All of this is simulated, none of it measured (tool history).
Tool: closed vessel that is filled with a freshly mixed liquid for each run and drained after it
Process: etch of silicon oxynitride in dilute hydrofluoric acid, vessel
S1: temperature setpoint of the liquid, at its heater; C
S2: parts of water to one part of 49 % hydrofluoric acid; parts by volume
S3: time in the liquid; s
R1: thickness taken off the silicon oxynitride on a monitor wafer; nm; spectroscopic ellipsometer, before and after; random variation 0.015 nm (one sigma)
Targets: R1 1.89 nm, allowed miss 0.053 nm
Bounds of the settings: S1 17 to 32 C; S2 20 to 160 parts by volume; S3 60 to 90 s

run	hour	S1	S2	S3	R1
1	0	24	90	90	1.5517
2	7.1	24	90	60	1.0429
3	14	24	90	60	1.0435
4	18.1	26.5	90	60	1.1591
5	21.1	28	80	60	1.4147
6	26.6	29	75	60	1.6183
7	30.2	30	75	60	1.6583
8	32.6	30.5	75	60	1.701
9	37.9	31	75	60	1.7496
10	42.8	31.5	75	60	1.7921
11	46.9	32	75	60	1.8336
12	53.1	32	70	60	2

4 next moves are on the table. One of them brings every result within its allowed miss. Which?
A	59.3	32	95	85	?
B	59.3	32	95	90	?
C	59.3	30.5	65	60	?
D	59.3	31	70	60	?

move	R1
A	2.0222
B	2.1412
C	2.0143
D	1.9034
A: further off than the last run
B: further off than the last run
C: further off than the last run
D: meets every target
The right move is D.
